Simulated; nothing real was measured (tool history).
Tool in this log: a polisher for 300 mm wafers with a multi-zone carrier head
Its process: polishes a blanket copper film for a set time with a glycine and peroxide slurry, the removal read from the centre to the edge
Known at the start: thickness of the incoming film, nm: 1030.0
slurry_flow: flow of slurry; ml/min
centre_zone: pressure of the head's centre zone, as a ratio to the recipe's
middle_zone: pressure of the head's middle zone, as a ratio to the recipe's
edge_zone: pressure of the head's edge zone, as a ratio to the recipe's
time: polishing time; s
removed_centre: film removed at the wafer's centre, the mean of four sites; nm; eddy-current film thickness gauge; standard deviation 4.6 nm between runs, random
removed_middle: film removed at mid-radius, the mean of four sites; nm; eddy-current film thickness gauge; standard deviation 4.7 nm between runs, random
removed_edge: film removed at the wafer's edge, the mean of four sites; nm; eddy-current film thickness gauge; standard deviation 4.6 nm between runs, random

run 1 hour=0.0 | slurry_flow=190 centre_zone=1.00 middle_zone=1.00 edge_zone=1.00 time=62 | removed_centre=290.39 removed_middle=286.33 removed_edge=282.70
run 2 hour=4.5 | slurry_flow=190 centre_zone=0.97 middle_zone=1.00 edge_zone=1.00 time=62 | removed_centre=289.27 removed_middle=291.37 removed_edge=288.63
run 3 hour=11.0 | slurry_flow=190 centre_zone=0.92 middle_zone=1.00 edge_zone=1.00 time=62 | removed_centre=275.13 removed_middle=289.93 removed_edge=288.45
run 4 hour=11.7 | slurry_flow=190 centre_zone=0.92 middle_zone=1.00 edge_zone=1.00 time=49 | removed_centre=214.74 removed_middle=226.93 removed_edge=222.09
run 5 hour=12.7 | slurry_flow=200 centre_zone=0.95 middle_zone=1.00 edge_zone=1.04 time=59 | removed_centre=266.52 removed_middle=282.91 removed_edge=278.69
run 6 hour=18.6 | slurry_flow=200 centre_zone=0.89 middle_zone=1.00 edge_zone=1.04 time=59 | removed_centre=249.05 removed_middle=280.54 removed_edge=274.78
run 7 hour=26.6 | slurry_flow=195 centre_zone=0.94 middle_zone=0.98 edge_zone=1.06 time=67 | removed_centre=297.30 removed_middle=303.06 removed_edge=316.34
-- hour=30.8 worn pad replaced by a new one
run 8 hour=30.8 | slurry_flow=195 centre_zone=0.97 middle_zone=0.99 edge_zone=1.08 time=73 | removed_centre=361.90 removed_middle=364.53 removed_edge=380.73
run 9 hour=37.8 | slurry_flow=195 centre_zone=1.00 middle_zone=0.99 edge_zone=1.11 time=73 | removed_centre=371.33 removed_middle=365.17 removed_edge=384.39
run 10 hour=45.0 | slurry_flow=200 centre_zone=1.02 middle_zone=0.99 edge_zone=1.14 time=74 | removed_centre=386.55 removed_middle=363.11 removed_edge=402.87

Run 11, settings as shown, results not yet in. Your forecast:
run 11 hour=50.3 | slurry_flow=245 centre_zone=1.05 middle_zone=1.08 edge_zone=1.17 time=77 | removed_centre=? removed_middle=? removed_edge=?

removed_centre: 424.61 nm
removed_middle: 427.94 nm
removed_edge: 428.79 nm
